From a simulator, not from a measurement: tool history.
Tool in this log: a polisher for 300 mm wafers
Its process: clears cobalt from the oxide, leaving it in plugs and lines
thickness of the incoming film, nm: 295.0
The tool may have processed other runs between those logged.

run	hour	flow of slurry (ml/min)	pressure of the wafer on the pad (kPa)	speed of the pad under the wafer (cm/s)	overpolish time after the end point (s)	time until the end point was called (s)	dishing of a wide line in a test structure (Å)
1	0.0	125	8.3	98	29	129.17	392.87
2	3.8	125	8.3	98	28	127.97	392.37
3	7.5	125	8.3	98	27	125.76	389.17
4	11.4	125	7.6	98	26	142.78	355.90
5	15.1	125	7.6	98	25	143.16	346.49
6	23.9	125	7.6	88	25	157.82	342.90
7	32.5	120	6.2	90	18	187.17	238.21
8	39.6	125	6.2	90	19	182.64	244.80
9	43.7	125	6.2	90	20	183.47	254.63

Expected results for the next run?
10	52.4	125	6.2	90	21	?	?

time until the end point was called (s): 186.37
dishing of a wide line in a test structure (Å): 260.37
